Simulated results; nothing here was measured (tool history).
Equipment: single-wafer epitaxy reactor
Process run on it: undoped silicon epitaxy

run    day  wafer temperature setpoint (pyrometer-controlled) (K)  deposition time (s)  mean film thickness on the monitor wafer (angstrom)
  1  0.000                                                 913.15                  427                                               560.85
  2  0.112                                                 913.15                  401                                               525.95
  3  0.467                                                 907.15                  401                                               451.89
  4  0.562                                                 908.15                  401                                               465.10
  5  0.708                                                 904.15                  401                                               417.29
  6  0.788                                                 904.15                  352                                               365.93

What will run 7 give?
  7  1.150                                                 908.15                  353                                                    ?

Run 7 came out at mean film thickness on the monitor wafer (angstrom) 406.91.

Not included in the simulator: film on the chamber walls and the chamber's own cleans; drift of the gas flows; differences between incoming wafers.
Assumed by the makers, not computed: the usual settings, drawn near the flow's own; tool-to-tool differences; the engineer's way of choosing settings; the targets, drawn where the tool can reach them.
